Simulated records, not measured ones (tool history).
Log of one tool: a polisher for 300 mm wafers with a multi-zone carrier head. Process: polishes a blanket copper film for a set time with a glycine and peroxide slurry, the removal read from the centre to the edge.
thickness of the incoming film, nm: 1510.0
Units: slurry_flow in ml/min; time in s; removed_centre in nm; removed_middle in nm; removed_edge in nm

run 1 hour=0 | slurry_flow=120 centre_zone=1 middle_zone=1 edge_zone=1 time=55 | removed_centre=322.51 removed_middle=313.38 removed_edge=322.86
run 2 hour=5.1 | slurry_flow=115 centre_zone=0.99 middle_zone=1.01 edge_zone=0.98 time=55 | removed_centre=316.01 removed_middle=313.53 removed_edge=314.74
run 3 hour=12.4 | slurry_flow=115 centre_zone=1.07 middle_zone=1.01 edge_zone=0.98 time=55 | removed_centre=343.47 removed_middle=310.52 removed_edge=318.08
run 4 hour=15.7 | slurry_flow=115 centre_zone=1.07 middle_zone=1.01 edge_zone=1.06 time=55 | removed_centre=340.12 removed_middle=314.94 removed_edge=328.84
run 5 hour=21.9 | slurry_flow=110 centre_zone=1.05 middle_zone=1.02 edge_zone=1.04 time=55 | removed_centre=334.14 removed_middle=318.41 removed_edge=322.29
run 6 hour=23.2 | slurry_flow=105 centre_zone=1.03 middle_zone=1.03 edge_zone=1.02 time=55 | removed_centre=323.23 removed_middle=307.74 removed_edge=314.64
run 7 hour=26.8 | slurry_flow=105 centre_zone=1.01 middle_zone=1.05 edge_zone=1.01 time=55 | removed_centre=314.46 removed_middle=311.73 removed_edge=314.74
run 8 hour=28.1 | slurry_flow=105 centre_zone=0.99 middle_zone=1.07 edge_zone=0.99 time=55 | removed_centre=308.34 removed_middle=318.84 removed_edge=311.12
run 9 hour=32 | slurry_flow=100 centre_zone=0.98 middle_zone=1.08 edge_zone=0.97 time=55 | removed_centre=302.64 removed_middle=314.64 removed_edge=304.27
run 10 hour=32.9 | slurry_flow=100 centre_zone=0.97 middle_zone=1.09 edge_zone=0.96 time=55 | removed_centre=295.53 removed_middle=325.82 removed_edge=298.19

Forecast run 11:
run 11 hour=40.1 | slurry_flow=95 centre_zone=0.96 middle_zone=1.09 edge_zone=0.95 time=55 | removed_centre=? removed_middle=? removed_edge=?

{"run 11": {"removed_centre": 286.95, "removed_middle": 313.56, "removed_edge": 301.72}}
